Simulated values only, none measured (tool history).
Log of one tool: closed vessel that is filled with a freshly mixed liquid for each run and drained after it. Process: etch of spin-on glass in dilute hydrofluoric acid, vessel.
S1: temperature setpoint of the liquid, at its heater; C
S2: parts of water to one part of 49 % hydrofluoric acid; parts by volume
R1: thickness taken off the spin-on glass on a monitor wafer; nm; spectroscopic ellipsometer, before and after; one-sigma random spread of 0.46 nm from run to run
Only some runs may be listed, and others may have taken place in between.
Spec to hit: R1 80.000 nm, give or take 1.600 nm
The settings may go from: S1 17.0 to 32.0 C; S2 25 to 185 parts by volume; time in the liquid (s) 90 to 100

{"run": 1, "hour": 0.0, "S1": 24.0, "S2": 105, "time in the liquid (s)": 90, "R1": 53.381}
{"run": 2, "hour": 4.0, "S1": 25.5, "S2": 105, "time in the liquid (s)": 90, "R1": 57.189}
{"run": 3, "hour": 8.3, "S1": 25.5, "S2": 105, "time in the liquid (s)": 90, "R1": 57.363}
{"run": 4, "hour": 13.1, "S1": 27.0, "S2": 105, "time in the liquid (s)": 90, "R1": 60.905}
{"run": 5, "hour": 14.7, "S1": 29.5, "S2": 105, "time in the liquid (s)": 90, "R1": 66.562}
{"run": 6, "hour": 23.2, "S1": 30.0, "S2": 105, "time in the liquid (s)": 90, "R1": 68.357}
{"run": 7, "hour": 31.0, "S1": 30.5, "S2": 105, "time in the liquid (s)": 90, "R1": 69.354}
{"run": 8, "hour": 34.7, "S1": 31.0, "S2": 105, "time in the liquid (s)": 90, "R1": 70.731}
{"run": 9, "hour": 41.2, "S1": 31.5, "S2": 100, "time in the liquid (s)": 90, "R1": 75.122}
{"run": 10, "hour": 49.9, "S1": 32.0, "S2": 95, "time in the liquid (s)": 90, "R1": 82.408}

Which single option among these 5 for the next run brings every result within its allowed miss of target? Just one does.
{"run": "A", "hour": 58.6, "S1": 30.0, "S2": 85, "time in the liquid (s)": 90, "R1": "?"}
{"run": "B", "hour": 58.6, "S1": 31.5, "S2": 90, "time in the liquid (s)": 90, "R1": "?"}
{"run": "C", "hour": 58.6, "S1": 29.5, "S2": 85, "time in the liquid (s)": 90, "R1": "?"}
{"run": "D", "hour": 58.6, "S1": 32.0, "S2": 100, "time in the liquid (s)": 90, "R1": "?"}
{"run": "E", "hour": 58.6, "S1": 31.5, "S2": 100, "time in the liquid (s)": 95, "R1": "?"}

move=A R1=86.895
move=B R1=86.201
move=C R1=85.257
move=D R1=77.868
move=E R1=80.692
A: further off than the last run
B: further off than the last run
C: further off than the last run
D: takes the result that was furthest off past its target
E: in spec on every target
E meets every target.

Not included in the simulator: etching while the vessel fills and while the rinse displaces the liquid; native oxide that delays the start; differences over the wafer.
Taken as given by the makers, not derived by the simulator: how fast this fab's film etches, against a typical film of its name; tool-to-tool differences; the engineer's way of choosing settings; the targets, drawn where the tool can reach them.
